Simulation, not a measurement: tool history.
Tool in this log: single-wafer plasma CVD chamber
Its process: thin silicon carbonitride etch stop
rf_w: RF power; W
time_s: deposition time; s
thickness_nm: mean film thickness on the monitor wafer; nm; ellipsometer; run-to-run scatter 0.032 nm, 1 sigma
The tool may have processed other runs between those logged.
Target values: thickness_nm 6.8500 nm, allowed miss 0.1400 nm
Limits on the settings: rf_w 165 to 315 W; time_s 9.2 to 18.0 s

run 1 hour=0.0 | rf_w=240 time_s=13.6 | thickness_nm=8.4486
run 2 hour=1.7 | rf_w=255 time_s=13.6 | thickness_nm=8.7357
run 3 hour=5.4 | rf_w=225 time_s=13.6 | thickness_nm=8.2623
run 4 hour=13.7 | rf_w=225 time_s=12.4 | thickness_nm=7.5356
-- hour=22.2 RF generator calibrated
run 5 hour=22.2 | rf_w=215 time_s=12.3 | thickness_nm=7.4362
run 6 hour=28.3 | rf_w=210 time_s=12.2 | thickness_nm=7.3157
run 7 hour=30.0 | rf_w=205 time_s=12.1 | thickness_nm=7.2139
run 8 hour=30.9 | rf_w=200 time_s=12.0 | thickness_nm=7.1041

Of the 5 settings listed for the next run, only one would bring every result within its allowed miss of target. Which one?
run A hour=31.8 | rf_w=200 time_s=13.1 | thickness_nm=?
run B hour=31.8 | rf_w=215 time_s=11.3 | thickness_nm=?
run C hour=31.8 | rf_w=210 time_s=11.0 | thickness_nm=?
run D hour=31.8 | rf_w=210 time_s=10.9 | thickness_nm=?
run E hour=31.8 | rf_w=225 time_s=10.6 | thickness_nm=?

move=A thickness_nm=7.6858
move=B thickness_nm=6.8604
move=C thickness_nm=6.6054
move=D thickness_nm=6.5454
move=E thickness_nm=6.5708
A: misses by more than the last run did
B: each result inside its tolerance
C: pushes the last run's worst result past its target
D: pushes the last run's worst result past its target
E: pushes the last run's worst result past its target
Move B is the one to make.

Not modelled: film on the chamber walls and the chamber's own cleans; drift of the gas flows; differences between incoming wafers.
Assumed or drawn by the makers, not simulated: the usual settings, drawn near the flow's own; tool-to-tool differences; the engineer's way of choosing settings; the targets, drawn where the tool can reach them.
